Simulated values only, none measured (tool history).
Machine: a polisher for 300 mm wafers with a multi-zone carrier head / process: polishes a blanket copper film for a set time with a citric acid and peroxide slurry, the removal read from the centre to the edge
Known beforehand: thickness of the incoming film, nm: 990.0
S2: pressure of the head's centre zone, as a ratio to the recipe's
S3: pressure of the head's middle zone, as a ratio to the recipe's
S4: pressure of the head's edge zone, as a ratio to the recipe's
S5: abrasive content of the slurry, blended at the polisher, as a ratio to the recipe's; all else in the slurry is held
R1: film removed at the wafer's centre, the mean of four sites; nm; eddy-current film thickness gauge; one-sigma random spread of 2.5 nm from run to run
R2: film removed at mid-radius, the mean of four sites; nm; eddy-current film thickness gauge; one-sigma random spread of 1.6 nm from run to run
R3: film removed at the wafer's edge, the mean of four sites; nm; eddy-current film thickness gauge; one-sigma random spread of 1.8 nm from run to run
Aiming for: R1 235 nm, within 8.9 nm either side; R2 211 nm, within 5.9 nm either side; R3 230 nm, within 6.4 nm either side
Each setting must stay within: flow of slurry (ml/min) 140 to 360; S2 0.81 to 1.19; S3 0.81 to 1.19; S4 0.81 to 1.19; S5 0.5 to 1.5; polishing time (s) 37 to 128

{"run": 1, "hour": 0.0, "flow of slurry (ml/min)": 230, "S2": 1, "S3": 1, "S4": 1, "S5": 1, "polishing time (s)": 82, "R1": 303.67, "R2": 274.26, "R3": 275.77}
{"run": 2, "hour": 0.9, "flow of slurry (ml/min)": 220, "S2": 0.97, "S3": 0.97, "S4": 0.97, "S5": 0.9, "polishing time (s)": 82, "R1": 276.46, "R2": 254.86, "R3": 264.14}
{"run": 3, "hour": 6.0, "flow of slurry (ml/min)": 215, "S2": 0.96, "S3": 0.95, "S4": 0.94, "S5": 0.85, "polishing time (s)": 82, "R1": 275.15, "R2": 246.21, "R3": 255.74}
{"run": 4, "hour": 8.6, "flow of slurry (ml/min)": 205, "S2": 0.94, "S3": 0.93, "S4": 0.92, "S5": 0.8, "polishing time (s)": 82, "R1": 258.78, "R2": 239.01, "R3": 247.61}
{"run": 5, "hour": 10.2, "flow of slurry (ml/min)": 200, "S2": 0.93, "S3": 0.91, "S4": 0.91, "S5": 0.8, "polishing time (s)": 82, "R1": 258.1, "R2": 232.24, "R3": 243.06}
{"run": 6, "hour": 12.1, "flow of slurry (ml/min)": 195, "S2": 0.92, "S3": 0.9, "S4": 0.91, "S5": 0.8, "polishing time (s)": 82, "R1": 252.03, "R2": 229.8, "R3": 246.6}
{"run": 7, "hour": 15.0, "flow of slurry (ml/min)": 190, "S2": 0.91, "S3": 0.89, "S4": 0.89, "S5": 0.8, "polishing time (s)": 82, "R1": 250.41, "R2": 227.66, "R3": 241.95}
{"run": 8, "hour": 19.4, "flow of slurry (ml/min)": 165, "S2": 0.86, "S3": 0.83, "S4": 0.85, "S5": 0.7, "polishing time (s)": 82, "R1": 223.46, "R2": 201.02, "R3": 221.65}
{"run": 9, "hour": 24.6, "flow of slurry (ml/min)": 175, "S2": 0.86, "S3": 0.83, "S4": 0.85, "S5": 0.7, "polishing time (s)": 82, "R1": 224.62, "R2": 204.8, "R3": 224.05}
{"run": 10, "hour": 29.9, "flow of slurry (ml/min)": 180, "S2": 0.86, "S3": 0.83, "S4": 0.85, "S5": 0.7, "polishing time (s)": 82, "R1": 226.16, "R2": 203.46, "R3": 221.46}
{"run": 11, "hour": 32.8, "flow of slurry (ml/min)": 185, "S2": 0.86, "S3": 0.83, "S4": 0.86, "S5": 0.7, "polishing time (s)": 82, "R1": 224.11, "R2": 204.87, "R3": 227.55}

Next run, 4 choices. One meets every target within its allowed miss, the rest don't. Which?
{"run": "A", "hour": 35.7, "flow of slurry (ml/min)": 225, "S2": 0.81, "S3": 0.85, "S4": 0.95, "S5": 0.65, "polishing time (s)": 84, "R1": "?", "R2": "?", "R3": "?"}
{"run": "B", "hour": 35.7, "flow of slurry (ml/min)": 185, "S2": 0.82, "S3": 0.92, "S4": 0.95, "S5": 0.7, "polishing time (s)": 79, "R1": "?", "R2": "?", "R3": "?"}
{"run": "C", "hour": 35.7, "flow of slurry (ml/min)": 180, "S2": 0.9, "S3": 0.87, "S4": 0.9, "S5": 0.7, "polishing time (s)": 82, "R1": "?", "R2": "?", "R3": "?"}
{"run": "D", "hour": 35.7, "flow of slurry (ml/min)": 165, "S2": 0.89, "S3": 0.81, "S4": 0.88, "S5": 0.7, "polishing time (s)": 81, "R1": "?", "R2": "?", "R3": "?"}

move=A R1=219.29 R2=209.65 R3=237.94
move=B R1=209.48 R2=211.95 R3=226.35
move=C R1=234.97 R2=209.31 R3=228.74
move=D R1=227.11 R2=193.02 R3=222.14
A: further off than the last run
B: further off than the last run
C: every result lands within tolerance
D: the worst result of the last run now meets its target, but another is out of spec
So the answer is move C, the one that meets all the targets.
